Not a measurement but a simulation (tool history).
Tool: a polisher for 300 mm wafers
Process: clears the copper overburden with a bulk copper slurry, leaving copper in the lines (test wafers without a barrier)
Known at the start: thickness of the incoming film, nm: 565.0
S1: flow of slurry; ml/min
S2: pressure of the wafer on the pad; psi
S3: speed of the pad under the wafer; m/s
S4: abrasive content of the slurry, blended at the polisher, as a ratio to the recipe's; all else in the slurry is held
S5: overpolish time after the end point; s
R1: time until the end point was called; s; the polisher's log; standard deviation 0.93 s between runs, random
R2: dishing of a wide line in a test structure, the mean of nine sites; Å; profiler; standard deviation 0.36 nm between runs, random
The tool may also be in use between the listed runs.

{"run": 1, "hour": 0.0, "S1": 190, "S2": 2.1, "S3": 0.9, "S4": 1, "S5": 26, "R1": 94.96, "R2": 560.5}
{"run": 2, "hour": 1.0, "S1": 195, "S2": 1.9, "S3": 0.98, "S4": 1.05, "S5": 23, "R1": 97.117, "R2": 517.93}
{"run": 3, "hour": 10.0, "S1": 210, "S2": 1.8, "S3": 1.06, "S4": 1.15, "S5": 20, "R1": 93.272, "R2": 497.79}
{"run": 4, "hour": 15.3, "S1": 225, "S2": 1.7, "S3": 1.12, "S4": 1.2, "S5": 18, "R1": 91.793, "R2": 486.23}
{"run": 5, "hour": 23.7, "S1": 205, "S2": 1.6, "S3": 1.18, "S4": 1.25, "S5": 16, "R1": 94.551, "R2": 452.59}
{"run": 6, "hour": 29.7, "S1": 205, "S2": 1.1, "S3": 1.18, "S4": 1.25, "S5": 16, "R1": 130, "R2": 365.87}
{"run": 7, "hour": 32.5, "S1": 205, "S2": 1.1, "S3": 1.18, "S4": 1.25, "S5": 16, "R1": 130.71, "R2": 363.26}
{"run": 8, "hour": 38.4, "S1": 190, "S2": 1.2, "S3": 1.22, "S4": 1.3, "S5": 15, "R1": 117.86, "R2": 376.33}
{"run": 9, "hour": 42.2, "S1": 240, "S2": 1.6, "S3": 1.42, "S4": 1.05, "S5": 8, "R1": 76.746, "R2": 329.17}
{"run": 10, "hour": 48.8, "S1": 240, "S2": 1.6, "S3": 1.4, "S4": 1.1, "S5": 8, "R1": 77.014, "R2": 342.45}
{"run": 11, "hour": 54.0, "S1": 245, "S2": 1.6, "S3": 1.38, "S4": 1.1, "S5": 8, "R1": 79.505, "R2": 331.7}
{"run": 12, "hour": 61.4, "S1": 240, "S2": 1.7, "S3": 1.38, "S4": 1.1, "S5": 12, "R1": 73.667, "R2": 438.4}
{"hour": 69.8, "done": "slurry nozzle cleaned"}
{"run": 13, "hour": 69.8, "S1": 240, "S2": 1.7, "S3": 1.38, "S4": 1.05, "S5": 12, "R1": 75.29, "R2": 433.91}
{"run": 14, "hour": 74.2, "S1": 240, "S2": 1.7, "S3": 1.36, "S4": 1.05, "S5": 11, "R1": 75.132, "R2": 422.97}
{"run": 15, "hour": 76.2, "S1": 290, "S2": 1.1, "S3": 1.42, "S4": 1.3, "S5": 8, "R1": 105.15, "R2": 272.71}
{"run": 16, "hour": 79.6, "S1": 290, "S2": 1.1, "S3": 1.42, "S4": 1.3, "S5": 8, "R1": 101.24, "R2": 271.14}
{"run": 17, "hour": 87.7, "S1": 285, "S2": 1.2, "S3": 1.42, "S4": 1.3, "S5": 8, "R1": 94.73, "R2": 288.45}
{"run": 18, "hour": 88.4, "S1": 280, "S2": 1.3, "S3": 1.42, "S4": 1.3, "S5": 8, "R1": 87.917, "R2": 306.78}
{"run": 19, "hour": 91.5, "S1": 275, "S2": 1.4, "S3": 1.42, "S4": 1.3, "S5": 8, "R1": 83.043, "R2": 319.55}
{"run": 20, "hour": 99.6, "S1": 270, "S2": 1.5, "S3": 1.42, "S4": 1.3, "S5": 8, "R1": 77.073, "R2": 339.71}
{"run": 21, "hour": 103.8, "S1": 270, "S2": 1.5, "S3": 1.42, "S4": 1.3, "S5": 8, "R1": 77.332, "R2": 338.14}
{"run": 22, "hour": 108.0, "S1": 265, "S2": 1.5, "S3": 1.42, "S4": 1.3, "S5": 8, "R1": 78.213, "R2": 335.2}
{"run": 23, "hour": 113.0, "S1": 260, "S2": 1.5, "S3": 1.42, "S4": 1.3, "S5": 8, "R1": 77.473, "R2": 338.28}

Run 24 has not been measured yet. What should we expect?
{"run": 24, "hour": 120.3, "S1": 260, "S2": 1.6, "S3": 1.42, "S4": 1.3, "S5": 11, "R1": "?", "R2": "?"}

{"run 24": {"R1": 71.547, "R2": 424.6}}
